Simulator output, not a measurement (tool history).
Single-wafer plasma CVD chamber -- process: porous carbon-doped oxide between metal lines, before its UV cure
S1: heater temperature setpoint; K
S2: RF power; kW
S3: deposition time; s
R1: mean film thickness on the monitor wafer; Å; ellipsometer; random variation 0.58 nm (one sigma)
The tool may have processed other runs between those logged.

Run 1, day 0.000: S1 573.15 K, S2 0.490 kW, S3 51.4 s. Result: R1 2621.3 Å.
Run 2, day 0.262: S1 573.15 K, S2 0.540 kW, S3 51.4 s. Result: R1 2854.5 Å.
Run 3, day 0.317: S1 573.15 K, S2 0.585 kW, S3 51.4 s. Result: R1 3032.5 Å.
Run 4, day 0.462: S1 578.15 K, S2 0.540 kW, S3 51.4 s. Result: R1 2771.0 Å.
Run 5, day 0.554: S1 582.15 K, S2 0.505 kW, S3 51.4 s. Result: R1 2560.4 Å.
Run 6, day 0.612: S1 585.15 K, S2 0.480 kW, S3 51.4 s. Result: R1 2408.4 Å.
Run 7, day 0.962: S1 588.15 K, S2 0.465 kW, S3 51.4 s. Result: R1 2316.0 Å.

Run 8 is up next; what results do you expect?
Run 8, day 1.242: S1 590.15 K, S2 0.450 kW, S3 51.4 s. Result: R1 ?.

{"run 8": {"R1": 2209.5}}

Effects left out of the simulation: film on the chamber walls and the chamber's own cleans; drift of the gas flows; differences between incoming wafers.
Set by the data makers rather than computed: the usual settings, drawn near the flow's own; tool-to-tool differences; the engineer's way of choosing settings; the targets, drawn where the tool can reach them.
